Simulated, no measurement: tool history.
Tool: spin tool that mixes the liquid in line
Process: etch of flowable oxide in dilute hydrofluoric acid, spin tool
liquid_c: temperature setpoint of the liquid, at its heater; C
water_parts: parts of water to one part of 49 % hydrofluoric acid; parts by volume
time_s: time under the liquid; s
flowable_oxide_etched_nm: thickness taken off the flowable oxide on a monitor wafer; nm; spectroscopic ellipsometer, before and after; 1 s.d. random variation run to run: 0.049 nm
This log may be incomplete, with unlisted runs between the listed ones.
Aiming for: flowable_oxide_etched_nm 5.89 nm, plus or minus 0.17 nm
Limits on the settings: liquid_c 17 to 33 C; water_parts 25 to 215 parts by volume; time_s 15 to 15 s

run  hour  liquid_c  water_parts  time_s  flowable_oxide_etched_nm
  1     0        25          120      15                    7.0953
  2   6.5      23.5          120      15                    6.6829
  3  12.5      22.5          120      15                    6.2876
  4  17.2      22.5           85      15                    9.3712
  5  24.3        21           90      15                    8.3711
  6  32.1        21           90      15                    8.4322
  7  35.5        20           95      15                    7.3812
  8  42.7        20           95      15                    7.4785
  9  51.8        19          100      15                     6.857
 10  54.2      18.5          100      15                    6.6036
 11  57.1        18          100      15                    6.6283

Exercise: of the 5 proposed moves below, exactly one satisfies all targets within the stated allowed misses. Which move is it?
  A    60        17          100      15                         ?
  B    60        17           85      15                         ?
  C    60      18.5          105      15                         ?
  D    60        17           90      15                         ?
  E    60        17          105      15                         ?

move  flowable_oxide_etched_nm
   A                    6.3841
   B                    7.6301
   C                    6.4399
   D                    7.1681
   E                    6.0487
A: better than the last run, though not everything is in spec
B: the biggest miss grows against the last run
C: better than the last run, though not everything is in spec
D: the biggest miss grows against the last run
E: all results in spec
E meets every target.
